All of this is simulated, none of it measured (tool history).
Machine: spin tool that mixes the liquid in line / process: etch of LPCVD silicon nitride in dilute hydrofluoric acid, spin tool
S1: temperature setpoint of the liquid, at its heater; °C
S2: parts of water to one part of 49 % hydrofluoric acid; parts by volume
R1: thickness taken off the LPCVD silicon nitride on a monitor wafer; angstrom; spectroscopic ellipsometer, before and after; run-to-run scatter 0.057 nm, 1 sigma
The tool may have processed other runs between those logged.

Run 1, day 0.000: S1 21 °C, S2 55 parts by volume, time under the liquid (s) 280. Result: R1 20.522 angstrom.
Run 2, day 0.204: S1 22 °C, S2 55 parts by volume, time under the liquid (s) 280. Result: R1 22.278 angstrom.
Run 3, day 0.354: S1 22 °C, S2 40 parts by volume, time under the liquid (s) 280. Result: R1 30.143 angstrom.
Run 4, day 0.404: S1 23 °C, S2 40 parts by volume, time under the liquid (s) 280. Result: R1 32.045 angstrom.
Run 5, day 0.471: S1 23 °C, S2 40 parts by volume, time under the liquid (s) 280. Result: R1 31.139 angstrom.
Run 6, day 0.792: S1 23 °C, S2 30 parts by volume, time under the liquid (s) 280. Result: R1 43.253 angstrom.

Predict the results of run 7:
Run 7, day 1.104: S1 23 °C, S2 30 parts by volume, time under the liquid (s) 280. Result: R1 ?.

Run 7 produced R1 42.864 angstrom.
